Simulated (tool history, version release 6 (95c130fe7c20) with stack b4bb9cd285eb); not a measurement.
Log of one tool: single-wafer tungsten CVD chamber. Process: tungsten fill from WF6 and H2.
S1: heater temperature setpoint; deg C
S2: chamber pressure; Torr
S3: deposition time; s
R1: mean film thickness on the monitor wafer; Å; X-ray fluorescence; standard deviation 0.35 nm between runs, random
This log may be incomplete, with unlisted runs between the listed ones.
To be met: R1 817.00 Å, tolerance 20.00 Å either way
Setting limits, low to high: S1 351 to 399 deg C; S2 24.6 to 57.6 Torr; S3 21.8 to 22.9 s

run,hour,S1,S2,S3,R1
1,0.0,375,41.1,22.9,475.14
2,0.8,375,41.1,22.9,481.05
3,2.6,375,41.1,22.9,475.69
4,6.7,383,42.5,22.9,582.07
5,7.8,373,42.5,22.9,463.25
6,15.1,373,49.4,22.9,489.69
7,19.3,380,49.8,22.9,577.36
8,24.6,385,50.1,22.9,648.89
9,29.7,388,50.3,22.9,693.29
10,32.4,390,50.4,22.9,726.90
11,40.3,392,50.5,22.9,761.10
12,42.0,393,50.6,22.9,778.16
13,49.9,394,50.6,22.9,789.56

Below are 4 possible settings for the next run. Only one of them brings all results inside the allowed miss of their targets. Which is it?
A,57.8,394,43.1,22.9,?
B,57.8,398,50.2,22.9,?
C,57.8,399,49.3,22.9,?
D,57.8,396,50.6,22.5,?

move,R1
A,743.39
B,858.57
C,869.87
D,811.84
A: lands further from the targets than the last run did
B: the result that was furthest off in the last run now lies on the other side of its target
C: the result that was furthest off in the last run now lies on the other side of its target
D: every result lands within tolerance
Correct choice: D, which meets every target
